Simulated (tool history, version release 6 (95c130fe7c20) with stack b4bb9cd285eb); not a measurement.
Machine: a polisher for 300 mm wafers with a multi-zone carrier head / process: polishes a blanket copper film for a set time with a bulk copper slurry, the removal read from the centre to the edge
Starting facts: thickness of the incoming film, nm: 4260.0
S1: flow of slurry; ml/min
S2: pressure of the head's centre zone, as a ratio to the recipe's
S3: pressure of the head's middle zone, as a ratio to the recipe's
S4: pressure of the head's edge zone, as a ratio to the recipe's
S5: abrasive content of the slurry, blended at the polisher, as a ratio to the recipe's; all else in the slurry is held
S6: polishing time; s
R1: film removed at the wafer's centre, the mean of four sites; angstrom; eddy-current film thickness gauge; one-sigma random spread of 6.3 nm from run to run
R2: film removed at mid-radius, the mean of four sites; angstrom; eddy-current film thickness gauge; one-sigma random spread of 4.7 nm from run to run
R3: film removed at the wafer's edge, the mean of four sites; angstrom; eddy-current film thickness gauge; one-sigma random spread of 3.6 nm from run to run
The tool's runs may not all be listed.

Run 1, hour 0: S1 255 ml/min, S2 1, S3 1, S4 1, S5 1, S6 45 s. Result: R1 4181.5 angstrom, R2 4008.7 angstrom, R3 4043.7 angstrom.
Run 2, hour 2.6: S1 260 ml/min, S2 1.01, S3 1, S4 1.04, S5 1.1, S6 45 s. Result: R1 4245.3 angstrom, R2 4027.1 angstrom, R3 4177.9 angstrom.
Run 3, hour 7.7: S1 265 ml/min, S2 1.03, S3 1, S4 1.07, S5 1.2, S6 46 s. Result: R1 4525.7 angstrom, R2 4225.4 angstrom, R3 4459.4 angstrom.
Run 4, hour 8.3: S1 275 ml/min, S2 1.05, S3 1.01, S4 1.09, S5 1.25, S6 46 s. Result: R1 4647.2 angstrom, R2 4392.8 angstrom, R3 4577.6 angstrom.
Run 5, hour 15.4: S1 275 ml/min, S2 1.05, S3 1.01, S4 1.09, S5 1.45, S6 46 s. Result: R1 4771.9 angstrom, R2 4570.1 angstrom, R3 4707.5 angstrom.
Run 6, hour 16.1: S1 275 ml/min, S2 1.05, S3 1.01, S4 1.09, S5 1.25, S6 46 s. Result: R1 4711.8 angstrom, R2 4353 angstrom, R3 4537.7 angstrom.
Run 7, hour 18.3: S1 280 ml/min, S2 1.06, S3 1.01, S4 1.11, S5 1.3, S6 46 s. Result: R1 4754.6 angstrom, R2 4379.7 angstrom, R3 4613.9 angstrom.
Run 8, hour 21.8: S1 285 ml/min, S2 1.07, S3 1.01, S4 1.13, S5 1.35, S6 46 s. Result: R1 4799.7 angstrom, R2 4483.7 angstrom, R3 4707.6 angstrom.

Predict the results of run 9:
Run 9, hour 28: S1 290 ml/min, S2 1.08, S3 1, S4 1.14, S5 1.4, S6 46 s. Result: R1 ?, R2 ?, R3 ?.

Run 9 yielded R1 4922.8 angstrom, R2 4476 angstrom, R3 4801 angstrom.

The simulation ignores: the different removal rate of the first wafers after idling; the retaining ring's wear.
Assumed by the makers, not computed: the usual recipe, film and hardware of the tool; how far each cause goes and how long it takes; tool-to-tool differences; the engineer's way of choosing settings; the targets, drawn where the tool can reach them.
